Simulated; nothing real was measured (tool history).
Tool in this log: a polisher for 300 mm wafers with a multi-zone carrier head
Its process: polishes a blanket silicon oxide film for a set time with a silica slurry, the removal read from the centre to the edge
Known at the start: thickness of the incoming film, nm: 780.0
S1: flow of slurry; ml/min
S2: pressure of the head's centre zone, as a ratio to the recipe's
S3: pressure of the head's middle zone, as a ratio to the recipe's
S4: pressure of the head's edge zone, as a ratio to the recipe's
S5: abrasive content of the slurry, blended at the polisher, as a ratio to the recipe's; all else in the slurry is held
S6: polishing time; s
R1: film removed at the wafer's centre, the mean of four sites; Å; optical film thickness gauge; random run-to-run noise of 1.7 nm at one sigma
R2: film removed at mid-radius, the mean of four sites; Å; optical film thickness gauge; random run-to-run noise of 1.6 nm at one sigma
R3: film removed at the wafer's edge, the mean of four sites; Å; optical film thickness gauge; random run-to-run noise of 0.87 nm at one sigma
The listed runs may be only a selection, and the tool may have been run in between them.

run	hour	S1	S2	S3	S4	S5	S6	R1	R2	R3
1	0	160	1	1	1	1	56	2203	2113.5	2121.5
2	7.6	155	0.98	0.97	0.99	0.9	54	2050.1	1877.9	1969.2
3	11.3	150	0.95	0.96	0.99	0.85	52	1828	1790.9	1870.5
4	13.5	150	0.95	0.96	0.99	0.7	52	1765.2	1755.3	1765.3
5	17.5	150	0.95	0.96	0.99	0.85	52	1821.2	1872.9	1836.1
6	23	150	0.95	0.96	0.99	0.95	52	1869.8	1844.7	1897.8
7	29.1	145	0.94	0.94	0.99	0.9	50	1790.5	1758.7	1801.9
8	36.6	140	0.93	0.92	1.02	0.85	48	1640.1	1599.4	1726.5

What will run 9 give?
9	40.1	105	0.89	0.82	0.92	0.6	46	?	?	?

R1: 1336.3 Å
R2: 1259.4 Å
R3: 1406 Å
